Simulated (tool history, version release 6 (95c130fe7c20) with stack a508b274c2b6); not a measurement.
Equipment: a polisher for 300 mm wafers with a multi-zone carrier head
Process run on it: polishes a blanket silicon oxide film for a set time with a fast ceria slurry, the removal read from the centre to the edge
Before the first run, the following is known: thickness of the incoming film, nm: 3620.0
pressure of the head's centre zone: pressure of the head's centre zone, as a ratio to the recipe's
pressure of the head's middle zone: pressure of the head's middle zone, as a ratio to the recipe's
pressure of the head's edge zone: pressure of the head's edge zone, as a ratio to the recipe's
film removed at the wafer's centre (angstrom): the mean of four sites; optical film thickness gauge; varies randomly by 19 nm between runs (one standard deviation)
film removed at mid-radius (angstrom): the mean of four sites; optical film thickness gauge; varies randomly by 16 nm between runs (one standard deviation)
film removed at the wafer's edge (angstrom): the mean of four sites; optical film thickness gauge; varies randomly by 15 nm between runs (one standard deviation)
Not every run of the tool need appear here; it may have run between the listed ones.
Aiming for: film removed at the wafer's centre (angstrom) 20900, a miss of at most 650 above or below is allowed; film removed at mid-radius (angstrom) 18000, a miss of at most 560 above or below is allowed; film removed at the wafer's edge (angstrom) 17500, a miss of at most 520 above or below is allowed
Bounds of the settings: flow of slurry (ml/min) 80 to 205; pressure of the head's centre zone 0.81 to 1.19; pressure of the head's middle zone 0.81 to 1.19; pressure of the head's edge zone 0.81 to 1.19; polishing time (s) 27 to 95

run  hour  flow of slurry (ml/min)  pressure of the head's centre zone  pressure of the head's middle zone  pressure of the head's edge zone  polishing time (s)  film removed at the wafer's centre (angstrom)  film removed at mid-radius (angstrom)  film removed at the wafer's edge (angstrom)
  1     0                      135                                   1                                   1                                 1                  61                                          12193                                  12096                                        12140
  2   1.5                      150                                1.05                                1.02                              1.03                  65                                          13945                                  13233                                        13146
  3   6.8                      150                                1.05                                1.02                              0.98                  65                                          13755                                  13251                                        12970
  4   9.2                      150                                1.05                                1.02                              0.98                  79                                          16700                                  16459                                        15656
  5  16.2                      150                                1.05                                1.02                              0.98                  71                                          15016                                  14366                                        14207
  6  20.6                      160                                1.08                                1.03                                 1                  74                                          16497                                  15489                                        14920
  7  22.9                      165                                 1.1                                1.03                              1.03                  76                                          17078                                  16000                                        15660
  8  27.7                      175                                1.12                                1.03                              1.03                  78                                          18365                                  16467                                        16189
  9  29.3                      180                                1.14                                1.04                              1.04                  79                                          18920                                  16825                                        16561
 10  32.9                      185                                1.15                                1.05                              1.04                  80                                          19037                                  17085                                        16948
     37.7  -- edge zone pressure recalibrated
 11  37.7                      195                                1.19                                1.05                              0.97                  84                                          21089                                  18358                                        16604

4 next moves are on the table. One of them brings every result within its allowed miss. Which?
  A  42.5                      205                                1.19                                1.06                              0.83                  81                                              ?                                      ?                                            ?
  B  42.5                      200                                1.17                                1.02                              1.05                  84                                              ?                                      ?                                            ?
  C  42.5                      205                                1.12                                1.06                              0.95                  89                                              ?                                      ?                                            ?
  D  42.5                      160                                1.12                                1.09                              0.98                  88                                              ?                                      ?                                            ?

move  film removed at the wafer's centre (angstrom)  film removed at mid-radius (angstrom)  film removed at the wafer's edge (angstrom)
   A                                          20607                                  17720                                        15289
   B                                          20928                                  17726                                        17305
   C                                          21302                                  19474                                        17657
   D                                          20261                                  19045                                        17221
A: its largest miss is bigger than the last run's
B: in spec on every target
C: the worst result of the last run now meets its target, but another is out of spec
D: the worst result of the last run now meets its target, but another is out of spec
B is the move that brings every result within its allowed miss.

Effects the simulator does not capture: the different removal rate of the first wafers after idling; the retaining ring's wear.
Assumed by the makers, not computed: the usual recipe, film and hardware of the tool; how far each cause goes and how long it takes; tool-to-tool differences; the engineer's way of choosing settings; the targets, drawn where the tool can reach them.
